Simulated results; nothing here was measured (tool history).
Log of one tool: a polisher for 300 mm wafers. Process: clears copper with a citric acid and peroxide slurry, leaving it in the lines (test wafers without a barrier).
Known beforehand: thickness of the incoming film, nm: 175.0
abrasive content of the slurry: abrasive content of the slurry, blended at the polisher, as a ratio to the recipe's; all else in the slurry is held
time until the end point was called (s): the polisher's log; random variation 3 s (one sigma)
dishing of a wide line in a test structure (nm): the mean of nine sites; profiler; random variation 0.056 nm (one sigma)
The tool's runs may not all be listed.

run,day,flow of slurry (ml/min),pressure of the wafer on the pad (psi),speed of the pad under the wafer (m/s),abrasive content of the slurry,overpolish time after the end point (s),time until the end point was called (s),dishing of a wide line in a test structure (nm)
1,0.000,255,3.2,0.96,1.00,12,80.831,16.055
2,0.304,250,2.9,0.88,0.95,11,94.203,13.213
3,0.612,315,2.9,0.88,0.95,11,93.472,13.456
4,0.725,315,2.9,0.88,1.10,11,93.729,13.840
5,0.867,315,2.9,1.08,1.10,11,74.176,15.570
6,1.133,290,2.7,0.98,1.00,10,88.994,12.680

Run 7 is up next; what results do you expect?
7,1.183,270,2.5,0.90,0.90,9,?,?

Logged for run 7: time until the end point was called (s) 106.950, dishing of a wide line in a test structure (nm) 10.083.
